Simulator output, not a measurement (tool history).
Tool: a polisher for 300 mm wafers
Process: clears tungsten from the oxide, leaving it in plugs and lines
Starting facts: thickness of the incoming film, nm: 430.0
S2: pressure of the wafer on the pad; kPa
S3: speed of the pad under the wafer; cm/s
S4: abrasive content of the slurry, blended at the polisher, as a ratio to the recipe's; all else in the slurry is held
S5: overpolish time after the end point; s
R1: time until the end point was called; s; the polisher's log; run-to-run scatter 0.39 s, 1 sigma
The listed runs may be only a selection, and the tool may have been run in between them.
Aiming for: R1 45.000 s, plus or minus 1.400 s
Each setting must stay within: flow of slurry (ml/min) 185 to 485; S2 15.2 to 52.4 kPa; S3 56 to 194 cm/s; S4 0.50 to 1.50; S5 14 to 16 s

run 1 hour=0.0 | flow_of_slurry_(ml/min)=310 S2=33.8 S3=124 S4=1.00 S5=14 | R1=66.093
run 2 hour=4.2 | flow_of_slurry_(ml/min)=310 S2=33.8 S3=146 S4=1.00 S5=14 | R1=59.567
run 3 hour=5.7 | flow_of_slurry_(ml/min)=310 S2=35.2 S3=146 S4=1.00 S5=14 | R1=57.158
run 4 hour=14.0 | flow_of_slurry_(ml/min)=265 S2=35.2 S3=146 S4=1.00 S5=14 | R1=57.744
run 5 hour=17.5 | flow_of_slurry_(ml/min)=265 S2=35.2 S3=130 S4=1.00 S5=14 | R1=62.597
run 6 hour=21.5 | flow_of_slurry_(ml/min)=265 S2=37.2 S3=130 S4=1.00 S5=14 | R1=58.992
run 7 hour=24.2 | flow_of_slurry_(ml/min)=265 S2=38.6 S3=130 S4=1.00 S5=14 | R1=57.449
run 8 hour=25.3 | flow_of_slurry_(ml/min)=265 S2=40.0 S3=130 S4=1.00 S5=14 | R1=55.404
run 9 hour=33.0 | flow_of_slurry_(ml/min)=265 S2=41.4 S3=130 S4=1.00 S5=14 | R1=53.338
run 10 hour=37.5 | flow_of_slurry_(ml/min)=265 S2=42.7 S3=130 S4=1.00 S5=14 | R1=52.885

Below are 5 possible settings for the next run. Only one of them brings all results inside the allowed miss of their targets. Which is it?
run A hour=42.0 | flow_of_slurry_(ml/min)=280 S2=46.9 S3=138 S4=1.00 S5=15 | R1=?
run B hour=42.0 | flow_of_slurry_(ml/min)=250 S2=42.7 S3=110 S4=0.85 S5=14 | R1=?
run C hour=42.0 | flow_of_slurry_(ml/min)=255 S2=37.2 S3=110 S4=0.85 S5=16 | R1=?
run D hour=42.0 | flow_of_slurry_(ml/min)=205 S2=49.0 S3=150 S4=1.00 S5=15 | R1=?
run E hour=42.0 | flow_of_slurry_(ml/min)=205 S2=50.3 S3=140 S4=1.15 S5=14 | R1=?

move=A R1=44.951
move=B R1=60.127
move=C R1=68.626
move=D R1=42.339
move=E R1=41.894
A: every result lands within tolerance
B: misses by more than the last run did
C: misses by more than the last run did
D: pushes the last run's worst result past its target
E: pushes the last run's worst result past its target
Go with A: it meets all targets.

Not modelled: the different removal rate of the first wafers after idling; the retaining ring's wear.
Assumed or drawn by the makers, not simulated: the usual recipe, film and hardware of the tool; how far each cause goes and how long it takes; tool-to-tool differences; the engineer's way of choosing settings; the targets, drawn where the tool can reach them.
